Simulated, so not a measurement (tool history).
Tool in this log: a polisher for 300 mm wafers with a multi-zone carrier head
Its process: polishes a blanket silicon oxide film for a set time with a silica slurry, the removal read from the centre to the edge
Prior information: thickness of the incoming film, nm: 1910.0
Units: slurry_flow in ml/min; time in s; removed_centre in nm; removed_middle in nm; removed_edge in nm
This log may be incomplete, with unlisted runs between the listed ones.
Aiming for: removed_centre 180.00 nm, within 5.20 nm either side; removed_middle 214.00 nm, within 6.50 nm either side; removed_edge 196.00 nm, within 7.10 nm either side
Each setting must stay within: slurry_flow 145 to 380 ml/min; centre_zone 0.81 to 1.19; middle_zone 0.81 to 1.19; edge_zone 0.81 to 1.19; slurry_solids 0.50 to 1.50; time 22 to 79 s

Run 1, hour 0.0: slurry_flow 245 ml/min, centre_zone 1.00, middle_zone 1.00, edge_zone 1.00, slurry_solids 1.00, time 50 s. Result: removed_centre 157.70 nm, removed_middle 165.38 nm, removed_edge 163.77 nm.
Run 2, hour 1.1: slurry_flow 255 ml/min, centre_zone 1.01, middle_zone 1.04, edge_zone 1.04, slurry_solids 1.05, time 50 s. Result: removed_centre 162.33 nm, removed_middle 176.98 nm, removed_edge 173.13 nm.
Run 3, hour 6.7: slurry_flow 270 ml/min, centre_zone 1.02, middle_zone 1.07, edge_zone 1.06, slurry_solids 1.05, time 50 s. Result: removed_centre 165.87 nm, removed_middle 183.68 nm, removed_edge 173.37 nm.
Run 4, hour 9.7: slurry_flow 275 ml/min, centre_zone 1.02, middle_zone 1.09, edge_zone 1.09, slurry_solids 1.10, time 50 s. Result: removed_centre 169.57 nm, removed_middle 185.19 nm, removed_edge 179.23 nm.
Run 5, hour 12.7: slurry_flow 280 ml/min, centre_zone 1.01, middle_zone 1.12, edge_zone 1.10, slurry_solids 1.15, time 50 s. Result: removed_centre 172.35 nm, removed_middle 198.88 nm, removed_edge 181.19 nm.
Run 6, hour 17.6: slurry_flow 285 ml/min, centre_zone 1.01, middle_zone 1.13, edge_zone 1.12, slurry_solids 1.20, time 50 s. Result: removed_centre 176.54 nm, removed_middle 205.10 nm, removed_edge 186.57 nm.
Run 7, hour 25.9: slurry_flow 290 ml/min, centre_zone 1.01, middle_zone 1.13, edge_zone 1.13, slurry_solids 1.20, time 50 s. Result: removed_centre 177.12 nm, removed_middle 206.18 nm, removed_edge 189.55 nm.
Run 8, hour 33.9: slurry_flow 295 ml/min, centre_zone 1.01, middle_zone 1.13, edge_zone 1.14, slurry_solids 1.20, time 50 s. Result: removed_centre 176.80 nm, removed_middle 203.54 nm, removed_edge 191.70 nm.
Run 9, hour 35.7: slurry_flow 300 ml/min, centre_zone 1.01, middle_zone 1.14, edge_zone 1.14, slurry_solids 1.20, time 50 s. Result: removed_centre 174.21 nm, removed_middle 203.70 nm, removed_edge 191.81 nm.
Run 10, hour 41.1: slurry_flow 305 ml/min, centre_zone 1.01, middle_zone 1.15, edge_zone 1.14, slurry_solids 1.20, time 50 s. Result: removed_centre 175.60 nm, removed_middle 206.59 nm, removed_edge 194.49 nm.

Next run, 5 choices. One meets every target within its allowed miss, the rest don't. Which?
Run A, hour 46.5: slurry_flow 365 ml/min, centre_zone 1.01, middle_zone 1.09, edge_zone 1.10, slurry_solids 0.95, time 55 s. Result: removed_centre ?, removed_middle ?, removed_edge ?.
Run B, hour 46.5: slurry_flow 290 ml/min, centre_zone 0.97, middle_zone 1.11, edge_zone 1.05, slurry_solids 1.45, time 50 s. Result: removed_centre ?, removed_middle ?, removed_edge ?.
Run C, hour 46.5: slurry_flow 340 ml/min, centre_zone 0.97, middle_zone 1.11, edge_zone 1.19, slurry_solids 1.25, time 49 s. Result: removed_centre ?, removed_middle ?, removed_edge ?.
Run D, hour 46.5: slurry_flow 310 ml/min, centre_zone 1.07, middle_zone 1.15, edge_zone 1.19, slurry_solids 0.80, time 57 s. Result: removed_centre ?, removed_middle ?, removed_edge ?.
Run E, hour 46.5: slurry_flow 305 ml/min, centre_zone 0.99, middle_zone 1.12, edge_zone 1.19, slurry_solids 1.20, time 50 s. Result: removed_centre ?, removed_middle ?, removed_edge ?.

move  removed_centre  removed_middle  removed_edge
   A          177.42          199.33        188.66
   B          182.36          217.20        198.49
   C          170.97          203.31        197.47
   D          175.70          195.10        184.14
   E          173.39          203.70        196.73
A: further off than the last run
B: in spec on every target
C: further off than the last run
D: further off than the last run
E: further off than the last run
Correct choice: B, which meets every target
